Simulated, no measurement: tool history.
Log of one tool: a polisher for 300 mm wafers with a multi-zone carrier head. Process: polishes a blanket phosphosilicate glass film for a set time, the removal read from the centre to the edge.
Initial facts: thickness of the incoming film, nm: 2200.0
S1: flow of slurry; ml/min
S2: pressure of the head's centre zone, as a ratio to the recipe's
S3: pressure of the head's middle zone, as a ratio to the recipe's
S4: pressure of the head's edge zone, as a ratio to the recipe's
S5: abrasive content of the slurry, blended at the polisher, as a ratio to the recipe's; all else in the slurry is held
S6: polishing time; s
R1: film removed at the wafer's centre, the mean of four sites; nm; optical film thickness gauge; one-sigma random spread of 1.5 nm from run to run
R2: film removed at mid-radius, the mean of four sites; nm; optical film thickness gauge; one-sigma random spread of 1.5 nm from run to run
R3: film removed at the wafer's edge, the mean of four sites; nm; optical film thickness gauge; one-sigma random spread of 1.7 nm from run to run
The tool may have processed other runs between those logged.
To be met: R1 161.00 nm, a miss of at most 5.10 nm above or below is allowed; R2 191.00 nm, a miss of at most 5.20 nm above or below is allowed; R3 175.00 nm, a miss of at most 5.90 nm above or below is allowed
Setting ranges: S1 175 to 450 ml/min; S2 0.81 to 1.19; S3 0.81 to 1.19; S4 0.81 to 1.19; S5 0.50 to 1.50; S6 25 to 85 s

| run | hour | S1 | S2 | S3 | S4 | S5 | S6 | R1 | R2 | R3 |
|---|---|---|---|---|---|---|---|---|---|---|
| 1 | 0.0 | 290 | 1.00 | 1.00 | 1.00 | 1.00 | 55 | 282.28 | 276.12 | 279.90 |
| 2 | 8.1 | 290 | 1.00 | 1.00 | 1.05 | 1.00 | 55 | 282.12 | 277.61 | 284.74 |
| 3 | 12.5 | 290 | 1.00 | 0.93 | 1.05 | 1.00 | 55 | 281.67 | 263.75 | 283.15 |
| 4 | 17.0 | 290 | 1.00 | 1.00 | 1.05 | 1.00 | 55 | 280.46 | 281.18 | 282.26 |
| 5 | 22.5 | 290 | 1.00 | 1.00 | 1.05 | 1.00 | 43 | 220.87 | 216.16 | 221.96 |
| 6 | 24.6 | 290 | 1.03 | 1.00 | 1.05 | 1.00 | 43 | 228.35 | 216.28 | 227.67 |
| 7 | 32.9 | 285 | 0.98 | 1.00 | 1.02 | 0.95 | 43 | 213.09 | 213.32 | 215.85 |
| 8 | 39.6 | 280 | 0.95 | 1.00 | 1.00 | 0.90 | 43 | 200.62 | 205.11 | 209.56 |
| 9 | 46.5 | 280 | 0.93 | 1.02 | 0.97 | 0.85 | 43 | 188.29 | 202.04 | 196.39 |
| 10 | 54.2 | 275 | 0.91 | 1.02 | 0.94 | 0.85 | 43 | 187.24 | 203.71 | 192.67 |
| 11 | 61.2 | 270 | 0.89 | 1.02 | 0.93 | 0.85 | 43 | 184.22 | 204.79 | 194.78 |
| 12 | 65.9 | 270 | 0.88 | 1.02 | 0.92 | 0.80 | 43 | 177.74 | 197.20 | 187.27 |
| 13 | 74.3 | 265 | 0.87 | 1.02 | 0.91 | 0.80 | 43 | 175.63 | 198.24 | 185.96 |
| 14 | 80.3 | 265 | 0.86 | 1.02 | 0.90 | 0.80 | 43 | 172.88 | 197.79 | 182.27 |
| 15 | 86.0 | 260 | 0.85 | 1.02 | 0.90 | 0.80 | 43 | 168.89 | 197.31 | 183.99 |
| 16 | 94.3 | 255 | 0.85 | 1.02 | 0.89 | 0.80 | 43 | 170.86 | 196.33 | 182.93 |
| 17 | 97.5 | 250 | 0.84 | 1.02 | 0.88 | 0.80 | 43 | 166.31 | 194.41 | 182.35 |
| 18 | 105.8 | 245 | 0.84 | 1.02 | 0.87 | 0.80 | 43 | 168.72 | 195.19 | 179.51 |
|  | 112.2 | worn pad replaced by a new one |
| 19 | 112.2 | 240 | 0.83 | 1.02 | 0.87 | 0.80 | 43 | 195.74 | 224.19 | 209.59 |
| 20 | 121.1 | 320 | 0.83 | 1.03 | 0.93 | 0.70 | 43 | 185.30 | 219.52 | 203.67 |
| 21 | 128.2 | 330 | 0.83 | 1.02 | 0.90 | 0.50 | 40 | 141.43 | 164.99 | 153.38 |
| 22 | 134.1 | 350 | 0.83 | 1.02 | 0.91 | 0.50 | 40 | 142.94 | 165.70 | 157.01 |
| 23 | 138.5 | 350 | 0.83 | 1.02 | 0.91 | 0.50 | 40 | 142.93 | 166.17 | 158.04 |
| 24 | 143.0 | 365 | 0.84 | 1.03 | 0.92 | 0.50 | 40 | 142.96 | 167.52 | 157.90 |
| 25 | 150.0 | 355 | 0.86 | 1.05 | 0.94 | 0.55 | 40 | 158.89 | 181.41 | 168.40 |
| 26 | 152.5 | 365 | 0.85 | 1.05 | 0.94 | 0.55 | 40 | 154.79 | 180.34 | 168.85 |
| 27 | 155.1 | 375 | 0.85 | 1.06 | 0.94 | 0.55 | 40 | 154.64 | 181.95 | 168.78 |
| 28 | 160.5 | 380 | 0.85 | 1.07 | 0.94 | 0.55 | 40 | 156.61 | 183.95 | 168.13 |

Of the 5 settings listed for the next run, only one would bring every result within its allowed miss of target. Which one?
| A | 165.9 | 320 | 0.97 | 1.15 | 0.92 | 0.65 | 34 | ? | ? | ? |
| B | 165.9 | 350 | 0.85 | 1.06 | 0.93 | 0.65 | 38 | ? | ? | ? |
| C | 165.9 | 285 | 0.87 | 0.99 | 0.96 | 0.65 | 38 | ? | ? | ? |
| D | 165.9 | 355 | 0.88 | 1.10 | 0.87 | 0.55 | 39 | ? | ? | ? |
| E | 165.9 | 380 | 0.85 | 1.04 | 0.97 | 0.60 | 38 | ? | ? | ? |

| move | R1 | R2 | R3 |
|---|---|---|---|
| A | 161.67 | 180.14 | 155.10 |
| B | 162.70 | 189.15 | 175.34 |
| C | 162.86 | 175.59 | 175.93 |
| D | 156.46 | 182.27 | 158.65 |
| E | 156.53 | 178.96 | 171.80 |
A: misses by more than the last run did
B: every result within its allowed miss
C: misses by more than the last run did
D: misses by more than the last run did
E: misses by more than the last run did
Go with B: it meets all targets.

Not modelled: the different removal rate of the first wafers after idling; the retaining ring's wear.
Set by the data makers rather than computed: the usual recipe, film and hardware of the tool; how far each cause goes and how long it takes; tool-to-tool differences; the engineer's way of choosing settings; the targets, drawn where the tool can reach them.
